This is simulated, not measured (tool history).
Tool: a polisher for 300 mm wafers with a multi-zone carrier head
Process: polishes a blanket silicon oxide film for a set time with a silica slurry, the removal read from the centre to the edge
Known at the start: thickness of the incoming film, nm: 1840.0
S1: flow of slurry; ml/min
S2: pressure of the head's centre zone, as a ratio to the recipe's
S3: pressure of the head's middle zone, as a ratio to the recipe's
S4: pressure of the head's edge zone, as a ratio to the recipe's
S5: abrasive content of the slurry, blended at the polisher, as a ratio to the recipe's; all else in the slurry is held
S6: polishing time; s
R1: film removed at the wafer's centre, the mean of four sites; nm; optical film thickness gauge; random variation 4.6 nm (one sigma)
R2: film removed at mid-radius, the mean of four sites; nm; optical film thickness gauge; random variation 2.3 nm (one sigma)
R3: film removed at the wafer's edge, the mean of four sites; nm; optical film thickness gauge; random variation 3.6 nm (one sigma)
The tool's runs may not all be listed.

{"run": 1, "day": 0.0, "S1": 220, "S2": 1.0, "S3": 1.0, "S4": 1.0, "S5": 1.0, "S6": 55, "R1": 200.55, "R2": 205.84, "R3": 207.36}
{"run": 2, "day": 0.288, "S1": 220, "S2": 1.0, "S3": 1.0, "S4": 1.0, "S5": 1.0, "S6": 63, "R1": 228.88, "R2": 233.39, "R3": 233.84}
{"run": 3, "day": 0.358, "S1": 230, "S2": 1.05, "S3": 1.05, "S4": 1.02, "S5": 1.05, "S6": 63, "R1": 242.53, "R2": 252.19, "R3": 243.35}
{"run": 4, "day": 0.412, "S1": 230, "S2": 1.05, "S3": 1.05, "S4": 1.02, "S5": 1.05, "S6": 74, "R1": 290.7, "R2": 295.51, "R3": 278.32}
{"run": 5, "day": 0.692, "S1": 230, "S2": 1.05, "S3": 1.05, "S4": 1.02, "S5": 1.25, "S6": 74, "R1": 311.38, "R2": 324.21, "R3": 301.38}
{"run": 6, "day": 0.804, "S1": 230, "S2": 1.05, "S3": 1.05, "S4": 1.02, "S5": 1.35, "S6": 74, "R1": 321.78, "R2": 329.98, "R3": 322.2}

Forecast run 7:
{"run": 7, "day": 1.117, "S1": 225, "S2": 1.06, "S3": 1.04, "S4": 0.98, "S5": 1.3, "S6": 74, "R1": "?", "R2": "?", "R3": "?"}

R1: 320.97 nm
R2: 329.02 nm
R3: 316.18 nm
